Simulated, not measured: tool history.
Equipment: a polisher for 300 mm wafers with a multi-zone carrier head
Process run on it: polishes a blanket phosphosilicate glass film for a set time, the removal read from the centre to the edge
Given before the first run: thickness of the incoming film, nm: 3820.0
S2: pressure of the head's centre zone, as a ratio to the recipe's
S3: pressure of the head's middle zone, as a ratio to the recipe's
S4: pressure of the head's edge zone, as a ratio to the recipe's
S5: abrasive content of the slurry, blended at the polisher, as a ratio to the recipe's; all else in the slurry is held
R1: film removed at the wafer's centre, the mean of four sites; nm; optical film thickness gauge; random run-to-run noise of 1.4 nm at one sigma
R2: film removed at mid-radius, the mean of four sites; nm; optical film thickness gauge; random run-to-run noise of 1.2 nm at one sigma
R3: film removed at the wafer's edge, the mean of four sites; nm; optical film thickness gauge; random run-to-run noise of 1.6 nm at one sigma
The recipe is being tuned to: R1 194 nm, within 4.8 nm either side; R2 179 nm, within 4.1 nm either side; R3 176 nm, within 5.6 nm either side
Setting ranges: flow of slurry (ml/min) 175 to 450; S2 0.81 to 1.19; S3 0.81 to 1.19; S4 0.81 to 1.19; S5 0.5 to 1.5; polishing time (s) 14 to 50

{"run": 1, "hour": 0.0, "flow of slurry (ml/min)": 290, "S2": 1, "S3": 1, "S4": 1, "S5": 1, "polishing time (s)": 32, "R1": 221.43, "R2": 215.6, "R3": 221.15}
{"run": 2, "hour": 6.4, "flow of slurry (ml/min)": 290, "S2": 1, "S3": 1.05, "S4": 1, "S5": 1, "polishing time (s)": 32, "R1": 222.54, "R2": 224.4, "R3": 226.79}
{"run": 3, "hour": 13.6, "flow of slurry (ml/min)": 290, "S2": 1, "S3": 1.05, "S4": 1, "S5": 1.2, "polishing time (s)": 32, "R1": 242.87, "R2": 244.07, "R3": 247.56}
{"run": 4, "hour": 14.6, "flow of slurry (ml/min)": 340, "S2": 1, "S3": 1.05, "S4": 1, "S5": 1.2, "polishing time (s)": 32, "R1": 247.24, "R2": 247.79, "R3": 248.95}
{"run": 5, "hour": 19.2, "flow of slurry (ml/min)": 350, "S2": 0.99, "S3": 1.02, "S4": 0.97, "S5": 1.1, "polishing time (s)": 32, "R1": 237.1, "R2": 235.77, "R3": 233.21}
{"run": 6, "hour": 23.2, "flow of slurry (ml/min)": 350, "S2": 0.99, "S3": 1.02, "S4": 0.97, "S5": 1.3, "polishing time (s)": 32, "R1": 252.14, "R2": 255.49, "R3": 249.95}
{"run": 7, "hour": 29.1, "flow of slurry (ml/min)": 340, "S2": 0.98, "S3": 0.98, "S4": 0.95, "S5": 1.2, "polishing time (s)": 32, "R1": 244.24, "R2": 234.34, "R3": 240.47}
{"run": 8, "hour": 33.6, "flow of slurry (ml/min)": 355, "S2": 0.97, "S3": 0.97, "S4": 0.93, "S5": 1.1, "polishing time (s)": 32, "R1": 229.56, "R2": 228.44, "R3": 227.54}

Exercise: of the 4 proposed moves below, exactly one satisfies all targets within the stated allowed misses. Which move is it?
{"run": "A", "hour": 38.1, "flow of slurry (ml/min)": 385, "S2": 0.96, "S3": 1.02, "S4": 0.9, "S5": 1.15, "polishing time (s)": 34, "R1": "?", "R2": "?", "R3": "?"}
{"run": "B", "hour": 38.1, "flow of slurry (ml/min)": 370, "S2": 1.04, "S3": 0.97, "S4": 0.87, "S5": 1.05, "polishing time (s)": 26, "R1": "?", "R2": "?", "R3": "?"}
{"run": "C", "hour": 38.1, "flow of slurry (ml/min)": 360, "S2": 1.18, "S3": 0.81, "S4": 0.81, "S5": 0.7, "polishing time (s)": 42, "R1": "?", "R2": "?", "R3": "?"}
{"run": "D", "hour": 38.1, "flow of slurry (ml/min)": 330, "S2": 1.08, "S3": 0.92, "S4": 0.95, "S5": 1.1, "polishing time (s)": 24, "R1": "?", "R2": "?", "R3": "?"}

move=A R1=247.94 R2=255.96 R3=240.75
move=B R1=194.83 R2=180.25 R3=172.92
move=C R1=274.7 R2=200.67 R3=210.02
move=D R1=189.26 R2=163.26 R3=169.32
A: the biggest miss grows against the last run
B: hits every target within its allowed miss
C: the biggest miss grows against the last run
D: the result that was furthest off in the last run now lies on the other side of its target
Move B is the one to make.
